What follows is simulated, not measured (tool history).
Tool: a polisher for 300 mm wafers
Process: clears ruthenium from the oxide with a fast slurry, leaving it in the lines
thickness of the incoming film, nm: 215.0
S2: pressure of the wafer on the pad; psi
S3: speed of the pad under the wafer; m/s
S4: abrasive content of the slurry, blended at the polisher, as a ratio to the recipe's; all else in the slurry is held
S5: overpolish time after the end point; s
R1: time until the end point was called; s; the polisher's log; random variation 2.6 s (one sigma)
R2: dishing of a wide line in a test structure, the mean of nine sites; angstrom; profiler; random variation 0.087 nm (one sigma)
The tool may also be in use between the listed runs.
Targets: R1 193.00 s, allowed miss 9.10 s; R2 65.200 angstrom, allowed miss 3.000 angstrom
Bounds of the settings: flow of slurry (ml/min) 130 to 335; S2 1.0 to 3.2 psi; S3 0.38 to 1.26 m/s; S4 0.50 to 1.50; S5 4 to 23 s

run 1 hour=0.0 | flow_of_slurry_(ml/min)=215 S2=2.1 S3=0.82 S4=1.00 S5=12 | R1=102.84 R2=231.930
run 2 hour=6.4 | flow_of_slurry_(ml/min)=220 S2=2.0 S3=0.74 S4=1.00 S5=10 | R1=121.03 R2=174.740
run 3 hour=11.2 | flow_of_slurry_(ml/min)=220 S2=2.0 S3=0.74 S4=0.90 S5=10 | R1=122.76 R2=165.470
run 4 hour=13.5 | flow_of_slurry_(ml/min)=220 S2=1.9 S3=0.70 S4=0.80 S5=8 | R1=142.18 R2=113.370
run 5 hour=21.8 | flow_of_slurry_(ml/min)=220 S2=1.9 S3=0.70 S4=0.80 S5=6 | R1=147.87 R2=87.283
run 6 hour=30.4 | flow_of_slurry_(ml/min)=220 S2=1.9 S3=0.70 S4=0.80 S5=4 | R1=147.46 R2=57.542
run 7 hour=37.9 | flow_of_slurry_(ml/min)=215 S2=1.8 S3=0.70 S4=0.80 S5=5 | R1=153.45 R2=67.676
run 8 hour=45.8 | flow_of_slurry_(ml/min)=195 S2=1.2 S3=0.70 S4=0.80 S5=5 | R1=216.02 R2=48.243
run 9 hour=48.2 | flow_of_slurry_(ml/min)=200 S2=1.2 S3=0.70 S4=0.80 S5=5 | R1=221.45 R2=48.227

5 next moves are on the table. One of them brings every result within its allowed miss. Which?
run A hour=50.6 | flow_of_slurry_(ml/min)=175 S2=1.4 S3=0.68 S4=0.85 S5=7 | R1=? R2=?
run B hour=50.6 | flow_of_slurry_(ml/min)=210 S2=1.4 S3=0.82 S4=0.80 S5=5 | R1=? R2=?
run C hour=50.6 | flow_of_slurry_(ml/min)=215 S2=1.5 S3=0.72 S4=0.85 S5=6 | R1=? R2=?
run D hour=50.6 | flow_of_slurry_(ml/min)=220 S2=1.3 S3=0.78 S4=0.90 S5=6 | R1=? R2=?
run E hour=50.6 | flow_of_slurry_(ml/min)=190 S2=1.4 S3=0.82 S4=0.60 S5=6 | R1=? R2=?

move=A R1=191.31 R2=74.772
move=B R1=160.78 R2=63.751
move=C R1=166.23 R2=73.785
move=D R1=168.48 R2=72.819
move=E R1=190.87 R2=64.429
A: takes the result that was furthest off past its target
B: brings the result that was furthest off to its target, and leaves another outside
C: takes the result that was furthest off past its target
D: takes the result that was furthest off past its target
E: meets every target
Move E is the one to make.

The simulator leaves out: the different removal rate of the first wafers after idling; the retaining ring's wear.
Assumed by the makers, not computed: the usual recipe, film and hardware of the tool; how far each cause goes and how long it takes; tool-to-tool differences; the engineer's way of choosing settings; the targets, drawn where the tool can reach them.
